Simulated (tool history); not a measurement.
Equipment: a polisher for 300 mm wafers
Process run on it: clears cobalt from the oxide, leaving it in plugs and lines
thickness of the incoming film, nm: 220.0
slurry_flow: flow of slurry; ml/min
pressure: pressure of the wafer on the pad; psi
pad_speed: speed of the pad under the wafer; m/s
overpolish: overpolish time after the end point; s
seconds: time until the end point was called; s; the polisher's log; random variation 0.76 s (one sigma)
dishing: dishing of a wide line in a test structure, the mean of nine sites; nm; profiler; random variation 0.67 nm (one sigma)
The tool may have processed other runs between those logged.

Run 1, day 0.000: slurry_flow 210 ml/min, pressure 1.3 psi, pad_speed 0.84 m/s, overpolish 20 s. Result: seconds 81.403 s, dishing 40.953 nm.
Run 2, day 0.138: slurry_flow 210 ml/min, pressure 1.4 psi, pad_speed 0.84 m/s, overpolish 18 s. Result: seconds 76.395 s, dishing 38.814 nm.
Run 3, day 0.171: slurry_flow 210 ml/min, pressure 1.2 psi, pad_speed 0.84 m/s, overpolish 18 s. Result: seconds 85.554 s, dishing 35.806 nm.
Run 4, day 0.283: slurry_flow 210 ml/min, pressure 1.2 psi, pad_speed 1.04 m/s, overpolish 18 s. Result: seconds 72.959 s, dishing 40.763 nm.
Run 5, day 0.621: slurry_flow 210 ml/min, pressure 1.3 psi, pad_speed 1.04 m/s, overpolish 17 s. Result: seconds 67.069 s, dishing 41.256 nm.
Run 6, day 0.688: slurry_flow 240 ml/min, pressure 1.3 psi, pad_speed 1.04 m/s, overpolish 17 s. Result: seconds 64.623 s, dishing 41.657 nm.
Run 7, day 0.804: slurry_flow 240 ml/min, pressure 1.3 psi, pad_speed 1.04 m/s, overpolish 17 s. Result: seconds 65.987 s, dishing 41.561 nm.
Run 8, day 1.121: slurry_flow 240 ml/min, pressure 1.4 psi, pad_speed 1.04 m/s, overpolish 16 s. Result: seconds 61.032 s, dishing 41.013 nm.
Run 9, day 1.200: slurry_flow 240 ml/min, pressure 1.5 psi, pad_speed 1.04 m/s, overpolish 15 s. Result: seconds 57.207 s, dishing 41.627 nm.
Run 10, day 1.417: slurry_flow 240 ml/min, pressure 1.5 psi, pad_speed 1.04 m/s, overpolish 14 s. Result: seconds 58.384 s, dishing 39.317 nm.

Expected results for the next run?
Run 11, day 1.483: slurry_flow 240 ml/min, pressure 1.9 psi, pad_speed 1.06 m/s, overpolish 7 s. Result: seconds ?, dishing ?.

{"run 11": {"seconds": 45.691, "dishing": 28.43}}
